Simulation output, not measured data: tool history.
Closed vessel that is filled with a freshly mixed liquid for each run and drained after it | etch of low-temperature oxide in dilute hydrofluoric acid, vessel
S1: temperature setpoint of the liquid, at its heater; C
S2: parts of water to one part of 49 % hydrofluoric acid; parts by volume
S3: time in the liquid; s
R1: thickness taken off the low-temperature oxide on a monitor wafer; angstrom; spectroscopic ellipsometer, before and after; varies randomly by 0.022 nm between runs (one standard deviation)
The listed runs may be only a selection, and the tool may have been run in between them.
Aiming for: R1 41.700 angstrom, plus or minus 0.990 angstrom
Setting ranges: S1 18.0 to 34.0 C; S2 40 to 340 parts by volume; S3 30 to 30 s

run	hour	S1	S2	S3	R1
1	0.0	26.0	190	30	49.723
2	2.8	26.0	190	30	49.387
3	8.9	26.0	190	30	49.051
4	11.8	24.5	190	30	46.853
5	16.9	27.5	190	30	52.085
6	18.9	25.5	190	30	48.655
7	22.0	24.0	190	30	45.984
8	27.6	23.0	190	30	44.622

Pick the move, out of 4, that brings all results within their allowed miss; only one does.
A	33.2	23.0	185	30	?
B	33.2	23.5	180	30	?
C	33.2	25.0	190	30	?
D	33.2	24.5	210	30	?

move	R1
A	45.558
B	47.972
C	47.531
D	41.310
A: its largest miss is bigger than the last run's
B: its largest miss is bigger than the last run's
C: its largest miss is bigger than the last run's
D: all results land within tolerance of their targets
Go with D: it meets all targets.
